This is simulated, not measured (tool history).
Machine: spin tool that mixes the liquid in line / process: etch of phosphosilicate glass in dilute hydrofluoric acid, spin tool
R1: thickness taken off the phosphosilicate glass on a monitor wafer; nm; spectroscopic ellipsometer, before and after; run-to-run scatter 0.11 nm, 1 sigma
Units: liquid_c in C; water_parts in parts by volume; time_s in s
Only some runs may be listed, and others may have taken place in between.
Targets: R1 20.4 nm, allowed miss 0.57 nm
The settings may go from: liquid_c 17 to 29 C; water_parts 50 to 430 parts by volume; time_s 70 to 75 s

run 1 hour=0 | liquid_c=21 water_parts=240 time_s=70 | R1=33.367
run 2 hour=2.8 | liquid_c=20.5 water_parts=255 time_s=70 | R1=30.22
run 3 hour=7.9 | liquid_c=18 water_parts=255 time_s=70 | R1=27.504
run 4 hour=12.6 | liquid_c=18 water_parts=265 time_s=70 | R1=26.296
run 5 hour=14.1 | liquid_c=18 water_parts=275 time_s=70 | R1=24.954
run 6 hour=15.1 | liquid_c=18 water_parts=275 time_s=70 | R1=25.254
run 7 hour=21.1 | liquid_c=18 water_parts=280 time_s=70 | R1=24.587
run 8 hour=24.2 | liquid_c=18 water_parts=285 time_s=70 | R1=24.176
run 9 hour=28 | liquid_c=18 water_parts=290 time_s=70 | R1=23.632
run 10 hour=30.9 | liquid_c=18 water_parts=295 time_s=70 | R1=22.887
run 11 hour=37.2 | liquid_c=18 water_parts=300 time_s=70 | R1=22.668

Which one of the following 5 next-run settings gets every result inside its allowed miss? There is exactly one.
run A hour=43.5 | liquid_c=18 water_parts=290 time_s=75 | R1=?
run B hour=43.5 | liquid_c=17.5 water_parts=285 time_s=75 | R1=?
run C hour=43.5 | liquid_c=19.5 water_parts=295 time_s=75 | R1=?
run D hour=43.5 | liquid_c=17 water_parts=335 time_s=70 | R1=?
run E hour=43.5 | liquid_c=19.5 water_parts=360 time_s=75 | R1=?

move=A R1=24.885
move=B R1=24.954
move=C R1=25.755
move=D R1=18.652
move=E R1=19.952
A: its largest miss is bigger than the last run's
B: its largest miss is bigger than the last run's
C: its largest miss is bigger than the last run's
D: the result that was furthest off in the last run now lies on the other side of its target
E: meets every target
Go with E: it meets all targets.

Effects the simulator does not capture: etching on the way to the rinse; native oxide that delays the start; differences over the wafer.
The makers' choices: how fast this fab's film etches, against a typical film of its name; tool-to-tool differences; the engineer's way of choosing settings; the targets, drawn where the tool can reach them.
